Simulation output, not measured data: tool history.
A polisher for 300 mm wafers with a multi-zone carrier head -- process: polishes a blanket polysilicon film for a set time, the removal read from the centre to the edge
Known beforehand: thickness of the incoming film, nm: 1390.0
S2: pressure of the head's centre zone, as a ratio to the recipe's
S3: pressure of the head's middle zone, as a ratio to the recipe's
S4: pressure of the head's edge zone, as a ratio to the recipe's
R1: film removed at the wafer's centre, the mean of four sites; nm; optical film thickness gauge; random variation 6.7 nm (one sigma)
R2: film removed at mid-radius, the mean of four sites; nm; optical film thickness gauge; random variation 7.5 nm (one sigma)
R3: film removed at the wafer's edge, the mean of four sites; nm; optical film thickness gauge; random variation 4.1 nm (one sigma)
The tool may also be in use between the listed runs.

{"run": 1, "day": 0.0, "flow of slurry (ml/min)": 230, "S2": 1.0, "S3": 1.0, "S4": 1.0, "polishing time (s)": 55, "R1": 520.1, "R2": 541.31, "R3": 522.31}
{"run": 2, "day": 0.196, "flow of slurry (ml/min)": 230, "S2": 1.0, "S3": 0.95, "S4": 1.0, "polishing time (s)": 55, "R1": 524.85, "R2": 513.1, "R3": 521.47}
{"run": 3, "day": 0.442, "flow of slurry (ml/min)": 240, "S2": 1.01, "S3": 0.97, "S4": 1.02, "polishing time (s)": 55, "R1": 536.68, "R2": 520.98, "R3": 530.36}
{"run": 4, "day": 0.479, "flow of slurry (ml/min)": 245, "S2": 1.02, "S3": 1.0, "S4": 1.03, "polishing time (s)": 55, "R1": 541.43, "R2": 543.92, "R3": 532.4}
{"run": 5, "day": 0.85, "flow of slurry (ml/min)": 245, "S2": 1.02, "S3": 1.0, "S4": 0.95, "polishing time (s)": 55, "R1": 524.5, "R2": 530.15, "R3": 518.25}
{"run": 6, "day": 0.954, "flow of slurry (ml/min)": 250, "S2": 1.03, "S3": 1.01, "S4": 0.98, "polishing time (s)": 56, "R1": 548.81, "R2": 546.6, "R3": 533.63}
{"run": 7, "day": 1.104, "flow of slurry (ml/min)": 255, "S2": 1.03, "S3": 1.03, "S4": 1.0, "polishing time (s)": 56, "R1": 550.79, "R2": 577.54, "R3": 542.24}
{"run": 8, "day": 1.4, "flow of slurry (ml/min)": 265, "S2": 1.04, "S3": 1.03, "S4": 1.02, "polishing time (s)": 56, "R1": 561.67, "R2": 573.01, "R3": 542.72}
{"run": 9, "day": 1.442, "flow of slurry (ml/min)": 265, "S2": 1.04, "S3": 1.04, "S4": 1.04, "polishing time (s)": 57, "R1": 570.38, "R2": 578.85, "R3": 561.91}

Forecast run 10:
{"run": 10, "day": 1.596, "flow of slurry (ml/min)": 270, "S2": 1.05, "S3": 1.06, "S4": 1.05, "polishing time (s)": 57, "R1": "?", "R2": "?", "R3": "?"}

Run 10 gave R1 581.13 nm, R2 599.47 nm, R3 566.48 nm.
